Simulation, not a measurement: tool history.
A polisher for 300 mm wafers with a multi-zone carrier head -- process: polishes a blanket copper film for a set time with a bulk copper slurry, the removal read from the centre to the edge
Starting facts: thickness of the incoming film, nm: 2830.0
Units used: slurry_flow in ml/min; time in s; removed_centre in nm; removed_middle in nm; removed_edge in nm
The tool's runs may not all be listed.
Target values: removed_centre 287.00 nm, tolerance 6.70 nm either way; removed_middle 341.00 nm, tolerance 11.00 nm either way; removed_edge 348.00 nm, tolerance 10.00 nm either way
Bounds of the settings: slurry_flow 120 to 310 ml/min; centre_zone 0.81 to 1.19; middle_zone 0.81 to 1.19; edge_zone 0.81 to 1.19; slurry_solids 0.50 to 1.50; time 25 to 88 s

| run | hour | slurry_flow | centre_zone | middle_zone | edge_zone | slurry_solids | time | removed_centre | removed_middle | removed_edge |
|---|---|---|---|---|---|---|---|---|---|---|
| 1 | 0.0 | 200 | 1.00 | 1.00 | 1.00 | 1.00 | 56 | 664.13 | 676.07 | 683.51 |
| 2 | 2.8 | 190 | 0.96 | 0.99 | 0.98 | 0.90 | 50 | 558.63 | 587.85 | 579.26 |
| 3 | 7.2 | 180 | 0.93 | 0.98 | 1.00 | 0.85 | 45 | 469.75 | 493.41 | 511.61 |
| 4 | 13.4 | 180 | 0.93 | 0.98 | 1.00 | 0.95 | 45 | 483.36 | 520.60 | 528.84 |
| 5 | 20.8 | 180 | 0.93 | 0.98 | 1.00 | 0.95 | 54 | 580.47 | 619.78 | 640.28 |
| 6 | 29.5 | 175 | 0.91 | 0.98 | 1.00 | 0.85 | 49 | 494.24 | 552.93 | 562.89 |
| 7 | 30.8 | 130 | 0.81 | 0.88 | 0.90 | 0.60 | 33 | 257.98 | 287.31 | 316.17 |
| 8 | 34.5 | 145 | 0.81 | 0.90 | 0.91 | 0.60 | 33 | 266.48 | 298.95 | 321.81 |
| 9 | 37.5 | 200 | 0.81 | 1.00 | 1.01 | 0.60 | 32 | 277.39 | 341.18 | 337.25 |
| 10 | 43.2 | 205 | 0.81 | 1.00 | 1.02 | 0.60 | 32 | 273.43 | 334.90 | 345.61 |
| 11 | 48.7 | 210 | 0.81 | 1.00 | 1.02 | 0.60 | 32 | 275.40 | 340.39 | 343.74 |

Next run, 4 choices. One meets every target within its allowed miss, the rest don't. Which?
| A | 54.2 | 125 | 0.90 | 1.05 | 1.11 | 0.60 | 34 | ? | ? | ? |
| B | 54.2 | 215 | 0.81 | 1.03 | 1.07 | 0.75 | 29 | ? | ? | ? |
| C | 54.2 | 210 | 0.87 | 0.98 | 0.90 | 0.55 | 33 | ? | ? | ? |
| D | 54.2 | 220 | 0.82 | 0.99 | 1.18 | 0.50 | 33 | ? | ? | ? |

| move | removed_centre | removed_middle | removed_edge |
|---|---|---|---|
| A | 290.96 | 339.94 | 346.62 |
| B | 266.37 | 335.45 | 332.58 |
| C | 298.81 | 336.55 | 325.91 |
| D | 276.87 | 333.06 | 355.76 |
A: every result lands within tolerance
B: its largest miss is bigger than the last run's
C: takes the biggest miss from the last run beyond its target
D: closer than the last run, but not yet in spec
Correct choice: A, which meets every target
